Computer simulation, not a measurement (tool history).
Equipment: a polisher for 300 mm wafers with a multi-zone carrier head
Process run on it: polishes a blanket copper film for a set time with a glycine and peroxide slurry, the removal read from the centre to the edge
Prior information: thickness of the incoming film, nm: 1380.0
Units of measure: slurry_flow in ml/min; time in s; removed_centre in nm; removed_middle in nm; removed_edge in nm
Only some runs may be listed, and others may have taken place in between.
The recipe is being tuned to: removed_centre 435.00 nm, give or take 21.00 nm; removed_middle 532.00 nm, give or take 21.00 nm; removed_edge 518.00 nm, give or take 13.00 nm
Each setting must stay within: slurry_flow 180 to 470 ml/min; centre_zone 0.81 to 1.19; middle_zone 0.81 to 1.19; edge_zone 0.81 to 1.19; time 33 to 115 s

| run | hour | slurry_flow | centre_zone | middle_zone | edge_zone | time | removed_centre | removed_middle | removed_edge |
|---|---|---|---|---|---|---|---|---|---|
| 1 | 0.0 | 300 | 1.00 | 1.00 | 1.00 | 73 | 363.88 | 358.94 | 362.76 |
| 2 | 2.9 | 300 | 1.08 | 1.00 | 1.00 | 73 | 390.06 | 356.25 | 362.36 |
| 3 | 8.2 | 305 | 1.03 | 1.04 | 1.05 | 79 | 395.86 | 397.77 | 400.28 |
| 4 | 11.1 | 305 | 1.03 | 1.12 | 1.05 | 79 | 400.67 | 427.55 | 398.50 |
|  | 13.8 | edge zone pressure recalibrated |
| 5 | 13.8 | 310 | 1.00 | 1.13 | 1.09 | 84 | 419.71 | 453.58 | 436.51 |
| 6 | 16.4 | 315 | 0.97 | 1.15 | 1.11 | 87 | 419.09 | 484.40 | 463.09 |
| 7 | 17.3 | 325 | 0.96 | 1.16 | 1.13 | 88 | 423.26 | 489.51 | 471.79 |
| 8 | 23.2 | 325 | 0.95 | 1.17 | 1.14 | 90 | 432.17 | 501.09 | 485.20 |
| 9 | 28.3 | 325 | 0.94 | 1.18 | 1.15 | 91 | 434.42 | 502.94 | 494.40 |

Of the 4 settings listed for the next run, only one would bring every result within its allowed miss of target. Which one?
| A | 33.4 | 320 | 0.92 | 1.18 | 1.18 | 95 | ? | ? | ? |
| B | 33.4 | 350 | 0.98 | 1.16 | 1.07 | 87 | ? | ? | ? |
| C | 33.4 | 365 | 0.93 | 1.19 | 0.93 | 94 | ? | ? | ? |
| D | 33.4 | 445 | 1.01 | 1.17 | 1.11 | 87 | ? | ? | ? |

| move | removed_centre | removed_middle | removed_edge |
|---|---|---|---|
| A | 441.28 | 536.26 | 527.01 |
| B | 429.84 | 486.90 | 461.20 |
| C | 444.85 | 538.95 | 466.45 |
| D | 448.43 | 497.27 | 474.89 |
A: all results land within tolerance of their targets
B: the biggest miss grows against the last run
C: the biggest miss grows against the last run
D: the biggest miss grows against the last run
The move that meets every target is A.
